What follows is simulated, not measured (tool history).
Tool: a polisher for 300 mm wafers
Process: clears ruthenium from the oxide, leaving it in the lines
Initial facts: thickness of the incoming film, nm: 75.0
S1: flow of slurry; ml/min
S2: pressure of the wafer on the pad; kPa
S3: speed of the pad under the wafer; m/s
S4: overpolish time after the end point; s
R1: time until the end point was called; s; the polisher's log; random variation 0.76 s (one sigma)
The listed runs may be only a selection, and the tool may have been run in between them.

{"run": 1, "hour": 0.0, "S1": 260, "S2": 11, "S3": 1, "S4": 24, "R1": 82.987}
{"run": 2, "hour": 6.4, "S1": 260, "S2": 11, "S3": 0.9, "S4": 24, "R1": 90.936}
{"run": 3, "hour": 14.1, "S1": 260, "S2": 11.7, "S3": 0.9, "S4": 24, "R1": 85.698}
{"run": 4, "hour": 18.1, "S1": 260, "S2": 11.7, "S3": 0.9, "S4": 26, "R1": 84.4}
{"run": 5, "hour": 18.7, "S1": 260, "S2": 12.4, "S3": 0.9, "S4": 26, "R1": 81.906}
{"run": 6, "hour": 25.1, "S1": 310, "S2": 12.4, "S3": 0.9, "S4": 26, "R1": 79.072}

What will run 7 give?
{"run": 7, "hour": 33.3, "S1": 310, "S2": 13.1, "S3": 0.9, "S4": 26, "R1": "?"}

R1: 76.592 s
